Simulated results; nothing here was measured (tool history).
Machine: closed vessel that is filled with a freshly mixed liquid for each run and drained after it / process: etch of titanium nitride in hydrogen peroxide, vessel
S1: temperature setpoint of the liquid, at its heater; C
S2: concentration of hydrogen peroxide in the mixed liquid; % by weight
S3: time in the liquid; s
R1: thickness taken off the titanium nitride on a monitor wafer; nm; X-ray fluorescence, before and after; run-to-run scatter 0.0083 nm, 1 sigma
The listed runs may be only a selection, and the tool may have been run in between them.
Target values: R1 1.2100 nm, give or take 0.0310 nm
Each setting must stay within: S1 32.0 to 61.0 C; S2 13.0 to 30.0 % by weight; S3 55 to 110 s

run	hour	S1	S2	S3	R1
1	0.0	45.0	24.0	110	3.4036
2	5.4	42.0	23.0	105	2.5484
3	7.5	40.0	23.0	105	2.2038
4	13.3	46.0	23.0	105	3.4198
5	21.9	51.0	23.0	105	4.9770
6	29.4	51.0	23.0	110	5.1523
7	35.2	51.0	23.0	110	5.2133
8	40.7	46.5	23.0	110	3.7823
9	42.2	43.0	22.5	105	2.7369
10	44.8	40.5	22.5	105	2.2755
11	53.3	38.5	22.5	105	1.9534
12	62.1	37.0	22.5	105	1.7169

4 candidate next runs follow, results not yet known. Just one meets every target within its allowed miss. Identify it.
A	70.9	39.0	13.5	110	?
B	70.9	32.0	22.0	110	?
C	70.9	43.5	23.0	110	?
D	70.9	41.0	23.0	110	?

move	R1
A	1.8993
B	1.2103
C	2.9988
D	2.4810
A: further off than the last run
B: meets every target
C: further off than the last run
D: further off than the last run
Go with B: it meets all targets.
